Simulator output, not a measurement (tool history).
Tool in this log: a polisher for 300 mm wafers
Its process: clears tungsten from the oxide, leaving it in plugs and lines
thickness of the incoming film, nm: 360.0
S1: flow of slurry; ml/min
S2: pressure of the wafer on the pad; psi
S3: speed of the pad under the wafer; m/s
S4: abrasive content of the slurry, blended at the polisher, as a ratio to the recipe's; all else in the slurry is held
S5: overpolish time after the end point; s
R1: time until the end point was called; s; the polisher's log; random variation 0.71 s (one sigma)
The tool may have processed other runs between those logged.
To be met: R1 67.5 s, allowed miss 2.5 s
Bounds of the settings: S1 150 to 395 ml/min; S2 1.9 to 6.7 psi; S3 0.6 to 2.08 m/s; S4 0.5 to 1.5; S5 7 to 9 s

run,hour,S1,S2,S3,S4,S5,R1
1,0,250,4.3,1.34,1,9,40.557
2,0.6,250,4.3,1.6,1,9,34.659
3,3.7,250,3.6,1.56,1,9,41.697
4,8.9,250,3.1,1.52,1,9,48.791
5,10.9,250,2.8,1.5,1,9,53.558
6,14.7,250,2.5,1.5,1,9,59.118
7,20,250,2.4,1.5,1,9,60.241
8,26.4,250,2.4,1.5,1,9,61.385
9,27,250,2.3,1.5,1,9,63.811

Exercise: of the 4 proposed moves below, exactly one satisfies all targets within the stated allowed misses. Which move is it?
A,27.6,255,2.7,1.34,1.05,9,?
B,27.6,260,2,1.54,1.1,7,?
C,27.6,260,2.5,1.58,0.9,9,?
D,27.6,245,2.6,1.42,1,7,?

move,R1
A,59.384
B,66.316
C,57.593
D,59.497
A: lands further from the targets than the last run did
B: all results in spec
C: lands further from the targets than the last run did
D: lands further from the targets than the last run did
B meets every target.

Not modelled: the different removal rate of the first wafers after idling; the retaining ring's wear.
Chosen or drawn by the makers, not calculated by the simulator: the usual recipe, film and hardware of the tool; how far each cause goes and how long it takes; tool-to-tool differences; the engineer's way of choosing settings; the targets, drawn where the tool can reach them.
